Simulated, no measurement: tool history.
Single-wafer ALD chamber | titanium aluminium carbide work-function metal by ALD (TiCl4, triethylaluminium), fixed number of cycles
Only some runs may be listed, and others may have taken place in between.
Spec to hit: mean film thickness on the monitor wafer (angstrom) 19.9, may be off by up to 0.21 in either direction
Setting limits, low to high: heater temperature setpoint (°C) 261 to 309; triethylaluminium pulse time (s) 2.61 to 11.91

run,hour,heater temperature setpoint (°C),triethylaluminium pulse time (s),mean film thickness on the monitor wafer (angstrom)
1,0,285,7.26,18.298
2,4.7,285,6.01,17.347
3,6.2,274,6.01,16.367
4,11.1,282,6.13,17.193
5,18.8,282,7.56,18.195
6,21.5,277,7.56,17.674
7,27.4,282,7.62,18.155
8,30.5,286,7.67,18.606
9,37.9,289,7.71,18.931
10,45.1,291,7.74,19.2
11,53.6,293,7.76,19.396

Which of these 5 next moves meets every target?
A,62.1,293,7.56,?
B,62.1,290,8.56,?
C,62.1,293,6.89,?
D,62.1,295,8.47,?
E,62.1,291,7.85,?

move,mean film thickness on the monitor wafer (angstrom)
A,19.224
B,19.391
C,18.803
D,19.853
E,19.181
A: further off than the last run
B: just as far off the targets as the last run
C: further off than the last run
D: every result within its allowed miss
E: further off than the last run
So the answer is move D, the one that meets all the targets.

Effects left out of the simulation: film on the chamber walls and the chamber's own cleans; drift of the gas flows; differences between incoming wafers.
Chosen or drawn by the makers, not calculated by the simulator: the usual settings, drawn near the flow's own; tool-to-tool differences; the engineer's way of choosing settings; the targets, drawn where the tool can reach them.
